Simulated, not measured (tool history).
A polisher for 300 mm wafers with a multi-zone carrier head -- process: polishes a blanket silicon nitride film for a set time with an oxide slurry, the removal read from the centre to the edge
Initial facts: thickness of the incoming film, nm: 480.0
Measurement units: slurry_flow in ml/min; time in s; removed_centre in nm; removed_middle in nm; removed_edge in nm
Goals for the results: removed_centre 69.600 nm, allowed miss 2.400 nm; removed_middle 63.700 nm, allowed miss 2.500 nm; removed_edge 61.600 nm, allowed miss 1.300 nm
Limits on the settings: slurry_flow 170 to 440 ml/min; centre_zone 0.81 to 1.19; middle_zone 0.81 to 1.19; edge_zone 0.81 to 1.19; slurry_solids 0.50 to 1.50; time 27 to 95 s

run  hour  slurry_flow  centre_zone  middle_zone  edge_zone  slurry_solids  time  removed_centre  removed_middle  removed_edge
  1   0.0          280         1.00         1.00       1.00           1.00    61          54.073          51.031        49.392
  2   1.4          295         1.03         1.03       1.05           1.10    61          57.525          54.346        53.121
  3   3.5          310         1.07         1.06       1.08           1.15    61          60.945          55.362        54.507
  4  12.4          310         1.07         1.11       1.08           1.15    61          60.308          59.758        53.991
  5  14.3          255         1.07         1.11       1.08           1.15    61          58.290          57.444        52.973
  6  17.4          205         1.07         1.11       1.08           1.15    61          57.605          55.636        52.375
  7  21.4          275         1.16         1.12       1.18           1.40    61          68.672          61.551        59.453
  8  24.3          285         1.15         1.12       1.18           1.40    61          66.895          63.442        60.222
     30.5  -- centre zone pressure recalibrated
  9  30.5          285         1.15         1.12       1.18           1.40    61          63.087          61.255        60.068
 10  31.5          290         1.16         1.12       1.17           1.45    61          64.447          63.468        60.763
 11  37.9          285         1.17         1.12       1.17           1.45    62          66.539          64.202        61.159

Consider the 4 candidate settings below. Which is the only one whose results all fall within their allowed miss of target?
  A  44.3          270         1.19         1.19       1.11           1.45    65               ?               ?             ?
  B  44.3          315         1.17         1.06       1.09           1.50    64               ?               ?             ?
  C  44.3          320         1.09         1.11       1.17           1.50    61               ?               ?             ?
  D  44.3          275         1.19         1.15       1.10           1.45    61               ?               ?             ?

move  removed_centre  removed_middle  removed_edge
   A          69.984          70.609        61.569
   B          69.767          64.672        61.564
   C          62.501          64.234        60.878
   D          65.816          64.475        57.640
A: corrects the largest miss of the last run, while another result sits out of spec
B: every result lands within tolerance
C: misses by more than the last run did
D: misses by more than the last run did
Answer: B
